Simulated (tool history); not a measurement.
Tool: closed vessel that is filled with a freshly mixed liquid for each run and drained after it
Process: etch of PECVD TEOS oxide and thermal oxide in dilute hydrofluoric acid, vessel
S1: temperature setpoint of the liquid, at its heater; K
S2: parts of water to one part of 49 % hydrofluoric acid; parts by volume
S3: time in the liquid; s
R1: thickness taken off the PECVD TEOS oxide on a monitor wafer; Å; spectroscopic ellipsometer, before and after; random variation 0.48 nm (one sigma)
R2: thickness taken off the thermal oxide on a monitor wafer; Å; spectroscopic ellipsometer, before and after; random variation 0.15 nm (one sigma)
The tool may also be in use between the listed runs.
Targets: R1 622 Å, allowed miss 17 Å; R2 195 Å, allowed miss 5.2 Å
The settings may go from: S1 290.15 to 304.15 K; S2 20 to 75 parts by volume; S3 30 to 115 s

| run | hour | S1 | S2 | S3 | R1 | R2 |
|---|---|---|---|---|---|---|
| 1 | 0 | 296.15 | 45 | 60 | 221.21 | 70.063 |
| 2 | 1.6 | 298.15 | 40 | 60 | 273.73 | 85.542 |
| 3 | 7.6 | 298.15 | 55 | 60 | 194.65 | 61.182 |
| 4 | 11.4 | 298.15 | 55 | 75 | 242.39 | 75.629 |
| 5 | 14.6 | 298.15 | 55 | 60 | 197.63 | 61.247 |
| 6 | 19.7 | 295.15 | 55 | 60 | 172.59 | 54.193 |
| 7 | 22 | 295.15 | 55 | 60 | 170.51 | 53.846 |
| 8 | 25.9 | 297.15 | 45 | 65 | 251.94 | 79.327 |
| 9 | 30.9 | 301.15 | 30 | 70 | 490.99 | 153 |
| 10 | 35 | 301.65 | 30 | 70 | 497 | 156.59 |
| 11 | 43.8 | 302.15 | 30 | 70 | 514.64 | 159.97 |
| 12 | 51.8 | 302.65 | 30 | 70 | 516.93 | 162.53 |
| 13 | 55.5 | 304.15 | 25 | 70 | 668.51 | 209.68 |
| 14 | 61.5 | 303.65 | 25 | 70 | 659.7 | 204.5 |

4 next moves are on the table. One of them brings every result within its allowed miss. Which?
| A | 67.5 | 303.15 | 30 | 75 | ? | ? |
| B | 67.5 | 301.65 | 30 | 80 | ? | ? |
| C | 67.5 | 302.65 | 25 | 65 | ? | ? |
| D | 67.5 | 298.65 | 20 | 65 | ? | ? |

| move | R1 | R2 |
|---|---|---|
| A | 571.74 | 177.14 |
| B | 574.12 | 177.88 |
| C | 587.39 | 181.99 |
| D | 627.69 | 194.47 |
A: takes the result that was furthest off past its target
B: takes the result that was furthest off past its target
C: takes the result that was furthest off past its target
D: meets every target
Move D is the one to make.

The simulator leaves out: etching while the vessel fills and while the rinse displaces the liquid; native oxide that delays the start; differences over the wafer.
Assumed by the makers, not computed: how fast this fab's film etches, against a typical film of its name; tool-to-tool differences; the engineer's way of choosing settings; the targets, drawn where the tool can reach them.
